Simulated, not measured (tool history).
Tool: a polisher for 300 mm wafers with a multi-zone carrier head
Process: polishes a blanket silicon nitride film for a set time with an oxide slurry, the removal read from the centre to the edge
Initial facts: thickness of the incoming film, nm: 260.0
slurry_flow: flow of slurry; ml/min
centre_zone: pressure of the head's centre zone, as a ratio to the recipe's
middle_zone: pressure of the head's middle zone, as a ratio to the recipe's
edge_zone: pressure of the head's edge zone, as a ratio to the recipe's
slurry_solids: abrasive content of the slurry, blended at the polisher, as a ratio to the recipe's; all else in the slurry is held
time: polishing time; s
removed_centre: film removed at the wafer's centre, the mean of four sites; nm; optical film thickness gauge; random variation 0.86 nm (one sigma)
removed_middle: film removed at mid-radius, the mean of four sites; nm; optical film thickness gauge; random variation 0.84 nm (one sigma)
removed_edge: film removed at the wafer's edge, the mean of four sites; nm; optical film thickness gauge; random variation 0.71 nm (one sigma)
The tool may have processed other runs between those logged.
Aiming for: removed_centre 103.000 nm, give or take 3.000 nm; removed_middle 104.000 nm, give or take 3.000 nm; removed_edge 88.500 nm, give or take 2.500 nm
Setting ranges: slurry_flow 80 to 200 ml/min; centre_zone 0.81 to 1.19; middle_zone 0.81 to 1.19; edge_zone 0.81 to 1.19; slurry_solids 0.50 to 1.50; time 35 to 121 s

run,hour,slurry_flow,centre_zone,middle_zone,edge_zone,slurry_solids,time,removed_centre,removed_middle,removed_edge
1,0.0,130,1.00,1.00,1.00,1.00,78,65.124,65.349,63.921
2,8.0,145,1.04,1.05,1.03,1.15,78,73.637,73.157,69.926
3,10.2,145,1.04,1.10,1.03,1.15,78,72.848,75.648,69.787
4,15.4,160,1.06,1.13,1.03,1.25,79,80.357,83.114,74.034
5,23.9,160,0.98,1.13,1.03,1.25,79,73.314,83.669,72.992
6,31.9,180,0.98,1.13,1.03,1.25,79,74.974,86.151,75.040
7,38.5,185,1.02,1.14,1.03,1.35,80,81.333,90.585,78.322
8,41.5,185,1.02,1.14,1.03,1.35,80,82.426,90.065,79.269
9,45.4,190,1.05,1.16,1.02,1.40,81,87.334,94.727,79.921

Which of these 4 next moves meets every target?
A,49.3,200,1.16,1.19,0.88,1.35,88,?,?,?
B,49.3,200,1.09,1.12,0.92,1.50,89,?,?,?
C,49.3,200,0.97,1.19,0.99,1.25,77,?,?,?
D,49.3,195,1.04,1.16,1.01,1.40,96,?,?,?

move,removed_centre,removed_middle,removed_edge
A,103.990,103.740,81.982
B,102.660,103.570,87.627
C,73.739,88.160,72.579
D,102.620,111.900,95.042
A: the worst result of the last run now meets its target, but another is out of spec
B: all results in spec
C: moves away from the targets compared with the last run
D: the worst result of the last run now meets its target, but another is out of spec
Move B is the one to make.
